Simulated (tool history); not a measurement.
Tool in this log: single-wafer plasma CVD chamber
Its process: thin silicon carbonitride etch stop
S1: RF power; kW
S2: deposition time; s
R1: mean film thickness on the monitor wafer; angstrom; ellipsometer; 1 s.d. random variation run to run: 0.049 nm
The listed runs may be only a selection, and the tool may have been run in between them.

{"run": 1, "hour": 0.0, "S1": 0.17, "S2": 22.6, "R1": 121.04}
{"run": 2, "hour": 8.1, "S1": 0.175, "S2": 22.9, "R1": 124.15}
{"run": 3, "hour": 10.9, "S1": 0.155, "S2": 22.9, "R1": 119.08}
{"run": 4, "hour": 14.0, "S1": 0.155, "S2": 24, "R1": 125.63}
{"run": 5, "hour": 22.6, "S1": 0.16, "S2": 24.2, "R1": 127.85}
{"run": 6, "hour": 30.6, "S1": 0.17, "S2": 24.2, "R1": 129.89}
{"run": 7, "hour": 37.2, "S1": 0.175, "S2": 24.4, "R1": 131.54}
{"run": 8, "hour": 38.0, "S1": 0.18, "S2": 24.6, "R1": 133.35}

Predict the results of run 9:
{"run": 9, "hour": 46.1, "S1": 0.185, "S2": 24.8, "R1": "?"}

{"run 9": {"R1": 135.61}}
